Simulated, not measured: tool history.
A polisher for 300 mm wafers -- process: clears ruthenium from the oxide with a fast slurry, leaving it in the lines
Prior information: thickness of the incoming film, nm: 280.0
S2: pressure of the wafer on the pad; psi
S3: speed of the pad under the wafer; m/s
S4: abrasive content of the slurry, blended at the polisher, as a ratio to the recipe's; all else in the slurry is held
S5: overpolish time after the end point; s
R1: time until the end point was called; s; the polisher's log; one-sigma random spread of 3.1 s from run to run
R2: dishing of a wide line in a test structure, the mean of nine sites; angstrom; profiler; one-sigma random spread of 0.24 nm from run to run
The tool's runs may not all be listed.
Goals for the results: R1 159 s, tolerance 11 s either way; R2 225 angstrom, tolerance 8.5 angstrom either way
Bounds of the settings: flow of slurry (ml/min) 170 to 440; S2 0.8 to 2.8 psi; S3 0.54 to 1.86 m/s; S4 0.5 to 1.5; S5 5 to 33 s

{"run": 1, "hour": 0.0, "flow of slurry (ml/min)": 280, "S2": 1.8, "S3": 1.18, "S4": 1, "S5": 17, "R1": 88.52, "R2": 310.13}
{"run": 2, "hour": 2.8, "flow of slurry (ml/min)": 280, "S2": 1.8, "S3": 1.3, "S4": 1, "S5": 17, "R1": 78.713, "R2": 328.12}
{"run": 3, "hour": 6.3, "flow of slurry (ml/min)": 280, "S2": 1.8, "S3": 1.3, "S4": 1.1, "S5": 17, "R1": 77.874, "R2": 336.84}
{"run": 4, "hour": 11.1, "flow of slurry (ml/min)": 280, "S2": 1.8, "S3": 1.3, "S4": 1.1, "S5": 11, "R1": 79.959, "R2": 251.9}
{"run": 5, "hour": 14.8, "flow of slurry (ml/min)": 280, "S2": 1.8, "S3": 1.3, "S4": 1.25, "S5": 11, "R1": 76.871, "R2": 263.49}
{"run": 6, "hour": 21.1, "flow of slurry (ml/min)": 280, "S2": 1.8, "S3": 1.3, "S4": 1.05, "S5": 11, "R1": 80.579, "R2": 251.74}
{"run": 7, "hour": 25.5, "flow of slurry (ml/min)": 285, "S2": 1.5, "S3": 1.22, "S4": 1.1, "S5": 13, "R1": 99.328, "R2": 245.25}
{"run": 8, "hour": 30.7, "flow of slurry (ml/min)": 285, "S2": 1.3, "S3": 1.16, "S4": 1.1, "S5": 14, "R1": 119.1, "R2": 221.9}
{"run": 9, "hour": 38.7, "flow of slurry (ml/min)": 290, "S2": 1.2, "S3": 1.14, "S4": 1.1, "S5": 15, "R1": 129.31, "R2": 216.46}
{"run": 10, "hour": 46.8, "flow of slurry (ml/min)": 290, "S2": 1.1, "S3": 1.12, "S4": 1.1, "S5": 16, "R1": 148.46, "R2": 212.35}
{"run": 11, "hour": 51.3, "flow of slurry (ml/min)": 290, "S2": 1.1, "S3": 1.12, "S4": 1.1, "S5": 16, "R1": 148.1, "R2": 210.02}
{"run": 12, "hour": 56.1, "flow of slurry (ml/min)": 290, "S2": 1.1, "S3": 1.12, "S4": 1.1, "S5": 17, "R1": 152.88, "R2": 215.81}
{"run": 13, "hour": 61.4, "flow of slurry (ml/min)": 290, "S2": 1.1, "S3": 1.12, "S4": 1.1, "S5": 18, "R1": 147, "R2": 232.13}
{"run": 14, "hour": 65.3, "flow of slurry (ml/min)": 290, "S2": 0.9, "S3": 1.12, "S4": 1.1, "S5": 19, "R1": 177.74, "R2": 205.23}
{"run": 15, "hour": 71.0, "flow of slurry (ml/min)": 295, "S2": 0.9, "S3": 1.12, "S4": 1.1, "S5": 19, "R1": 169.62, "R2": 207.48}

4 candidate next runs follow, results not yet known. Just one meets every target within its allowed miss. Identify it.
{"run": "A", "hour": 76.7, "flow of slurry (ml/min)": 375, "S2": 0.8, "S3": 1.38, "S4": 1, "S5": 17, "R1": "?", "R2": "?"}
{"run": "B", "hour": 76.7, "flow of slurry (ml/min)": 280, "S2": 1.1, "S3": 1.26, "S4": 1.25, "S5": 15, "R1": "?", "R2": "?"}
{"run": "C", "hour": 76.7, "flow of slurry (ml/min)": 275, "S2": 0.8, "S3": 1.12, "S4": 1.15, "S5": 23, "R1": "?", "R2": "?"}
{"run": "D", "hour": 76.7, "flow of slurry (ml/min)": 285, "S2": 1, "S3": 1.1, "S4": 1.15, "S5": 19, "R1": "?", "R2": "?"}

move=A R1=158.63 R2=203.16
move=B R1=120.98 R2=227.46
move=C R1=189.28 R2=223.99
move=D R1=155.54 R2=224.9
A: further off than the last run
B: meets the target for the result that was furthest off, but another lies outside its allowed miss
C: meets the target for the result that was furthest off, but another lies outside its allowed miss
D: all results in spec
Answer: D
